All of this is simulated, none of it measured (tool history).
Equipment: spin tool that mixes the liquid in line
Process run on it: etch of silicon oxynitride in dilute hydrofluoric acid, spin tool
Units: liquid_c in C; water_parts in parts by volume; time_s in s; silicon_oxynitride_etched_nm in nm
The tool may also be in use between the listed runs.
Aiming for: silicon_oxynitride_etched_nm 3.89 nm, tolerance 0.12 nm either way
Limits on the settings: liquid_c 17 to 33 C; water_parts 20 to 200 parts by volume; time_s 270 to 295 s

run	hour	liquid_c	water_parts	time_s	silicon_oxynitride_etched_nm
1	0	25	110	270	5.6164
2	7.5	23	110	270	5.135
3	9.4	23	110	295	5.6088
4	13.4	21.5	110	295	5.2782
5	22.1	21.5	150	295	3.706
6	29.2	21.5	170	295	3.2064
7	32.5	22.5	170	295	3.379
8	41.5	23	170	295	3.4251
9	42.2	23.5	170	295	3.4807
10	45.2	24	170	295	3.6071
11	52.7	24.5	170	295	3.6645
12	61.7	25	170	295	3.735

Of the 5 settings listed for the next run, only one would bring every result within its allowed miss of target. Which one?
A	70.7	23.5	155	275	?
B	70.7	26	185	295	?
C	70.7	26	165	285	?
D	70.7	23.5	160	285	?
E	70.7	23.5	160	280	?

move	silicon_oxynitride_etched_nm
A	3.578
B	3.5142
C	3.8696
D	3.5784
E	3.5156
A: misses by more than the last run did
B: misses by more than the last run did
C: every result within its allowed miss
D: misses by more than the last run did
E: misses by more than the last run did
Correct choice: C, which meets every target

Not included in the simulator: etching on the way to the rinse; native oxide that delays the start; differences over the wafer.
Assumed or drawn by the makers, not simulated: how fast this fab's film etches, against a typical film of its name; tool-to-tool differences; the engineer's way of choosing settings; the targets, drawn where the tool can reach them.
